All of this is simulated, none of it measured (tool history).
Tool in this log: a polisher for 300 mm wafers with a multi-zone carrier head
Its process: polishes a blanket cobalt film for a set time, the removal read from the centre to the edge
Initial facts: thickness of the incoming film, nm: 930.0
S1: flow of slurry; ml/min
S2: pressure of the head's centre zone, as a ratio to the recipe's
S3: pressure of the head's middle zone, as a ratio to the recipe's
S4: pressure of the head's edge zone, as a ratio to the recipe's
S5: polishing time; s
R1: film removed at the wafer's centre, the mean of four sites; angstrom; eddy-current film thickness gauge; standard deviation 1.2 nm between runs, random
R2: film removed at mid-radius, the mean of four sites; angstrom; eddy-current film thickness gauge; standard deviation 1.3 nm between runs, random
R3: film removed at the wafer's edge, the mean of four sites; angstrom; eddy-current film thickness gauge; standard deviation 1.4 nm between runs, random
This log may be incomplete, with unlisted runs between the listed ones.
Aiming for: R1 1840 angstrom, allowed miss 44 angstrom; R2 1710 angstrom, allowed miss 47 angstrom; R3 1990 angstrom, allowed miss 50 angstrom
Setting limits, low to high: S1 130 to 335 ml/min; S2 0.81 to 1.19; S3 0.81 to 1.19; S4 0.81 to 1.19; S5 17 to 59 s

Run 1, hour 0: S1 215 ml/min, S2 1, S3 1, S4 1, S5 38 s. Result: R1 2861.1 angstrom, R2 2881.2 angstrom, R3 2827.7 angstrom.
Run 2, hour 3.5: S1 200 ml/min, S2 0.98, S3 0.96, S4 0.99, S5 35 s. Result: R1 2583.2 angstrom, R2 2580.3 angstrom, R3 2608.8 angstrom.
Run 3, hour 4.4: S1 200 ml/min, S2 0.98, S3 0.96, S4 0.99, S5 26 s. Result: R1 1904 angstrom, R2 1909.6 angstrom, R3 1910.3 angstrom.
Run 4, hour 10.9: S1 200 ml/min, S2 0.98, S3 0.92, S4 0.99, S5 26 s. Result: R1 1908.9 angstrom, R2 1882.1 angstrom, R3 1921 angstrom.
Run 5, hour 19.8: S1 190 ml/min, S2 0.98, S3 0.9, S4 1.01, S5 26 s. Result: R1 1888.4 angstrom, R2 1836.7 angstrom, R3 1941.7 angstrom.
Run 6, hour 27.8: S1 185 ml/min, S2 0.98, S3 0.88, S4 1.02, S5 26 s. Result: R1 1901.6 angstrom, R2 1767.3 angstrom, R3 1939.5 angstrom.
Run 7, hour 31.3: S1 180 ml/min, S2 0.97, S3 0.88, S4 1.03, S5 26 s. Result: R1 1841.1 angstrom, R2 1777.4 angstrom, R3 1938.3 angstrom.
Run 8, hour 32.5: S1 180 ml/min, S2 0.97, S3 0.87, S4 1.04, S5 26 s. Result: R1 1863.6 angstrom, R2 1768.4 angstrom, R3 1942.6 angstrom.

5 candidate next runs follow, results not yet known. Just one meets every target within its allowed miss. Identify it.
Run A, hour 33.7: S1 165 ml/min, S2 1.01, S3 0.81, S4 1.19, S5 25 s. Result: R1 ?, R2 ?, R3 ?.
Run B, hour 33.7: S1 155 ml/min, S2 0.89, S3 0.81, S4 1.06, S5 27 s. Result: R1 ?, R2 ?, R3 ?.
Run C, hour 33.7: S1 160 ml/min, S2 1.02, S3 0.83, S4 1.03, S5 25 s. Result: R1 ?, R2 ?, R3 ?.
Run D, hour 33.7: S1 160 ml/min, S2 0.99, S3 0.88, S4 1.05, S5 25 s. Result: R1 ?, R2 ?, R3 ?.
Run E, hour 33.7: S1 160 ml/min, S2 0.98, S3 0.84, S4 1.11, S5 26 s. Result: R1 ?, R2 ?, R3 ?.

move      R1      R2      R3
   A  1804.7  1592.6  1975.8
   B  1704.6  1703.9  2001.6
   C  1812.1  1609.1    1835
   D  1760.8  1669.6  1850.7
   E  1812.9  1686.2  1977.5
A: takes the result that was furthest off past its target
B: brings the result that was furthest off to its target, and leaves another outside
C: takes the result that was furthest off past its target
D: brings the result that was furthest off to its target, and leaves another outside
E: meets every target
Answer: E
